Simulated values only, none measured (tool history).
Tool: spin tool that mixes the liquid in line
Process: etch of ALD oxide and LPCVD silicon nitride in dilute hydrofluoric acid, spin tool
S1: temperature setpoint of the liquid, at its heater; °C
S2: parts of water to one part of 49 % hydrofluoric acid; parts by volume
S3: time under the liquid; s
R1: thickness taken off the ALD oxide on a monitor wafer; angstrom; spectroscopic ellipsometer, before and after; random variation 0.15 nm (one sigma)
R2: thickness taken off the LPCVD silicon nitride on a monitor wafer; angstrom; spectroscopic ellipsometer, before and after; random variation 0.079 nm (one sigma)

run 1 day=0.000 | S1=23.0 S2=55 S3=40 | R1=110.430 R2=3.9516
run 2 day=0.196 | S1=21.5 S2=55 S3=40 | R1=103.810 R2=3.2115
run 3 day=0.458 | S1=21.5 S2=55 S3=30 | R1=78.544 R2=2.5553
run 4 day=0.717 | S1=21.5 S2=75 S3=30 | R1=55.035 R2=1.5846
run 5 day=0.833 | S1=21.5 S2=75 S3=40 | R1=73.996 R2=1.9362
run 6 day=1.125 | S1=23.5 S2=75 S3=40 | R1=80.337 R2=2.7676
run 7 day=1.492 | S1=24.0 S2=65 S3=40 | R1=94.689 R2=3.1717
run 8 day=1.642 | S1=24.0 S2=65 S3=40 | R1=95.577 R2=3.2041
run 9 day=2.004 | S1=28.0 S2=40 S3=40 | R1=190.480 R2=6.6722
run 10 day=2.146 | S1=28.5 S2=40 S3=40 | R1=191.910 R2=5.9249
run 11 day=2.325 | S1=29.0 S2=40 S3=40 | R1=197.220 R2=6.7368
run 12 day=2.488 | S1=29.0 S2=40 S3=40 | R1=196.500 R2=6.3992
run 13 day=2.762 | S1=29.5 S2=40 S3=40 | R1=200.610 R2=6.8641
run 14 day=3.042 | S1=31.0 S2=40 S3=40 | R1=211.800 R2=9.0673
run 15 day=3.254 | S1=30.5 S2=40 S3=40 | R1=210.450 R2=8.6451
run 16 day=3.550 | S1=30.0 S2=35 S3=40 | R1=238.810 R2=8.3340

What will run 17 give?
run 17 day=3.608 | S1=29.5 S2=35 S3=40 | R1=? R2=?

Run 17 came out at R1 231.370 angstrom, R2 7.8384 angstrom.

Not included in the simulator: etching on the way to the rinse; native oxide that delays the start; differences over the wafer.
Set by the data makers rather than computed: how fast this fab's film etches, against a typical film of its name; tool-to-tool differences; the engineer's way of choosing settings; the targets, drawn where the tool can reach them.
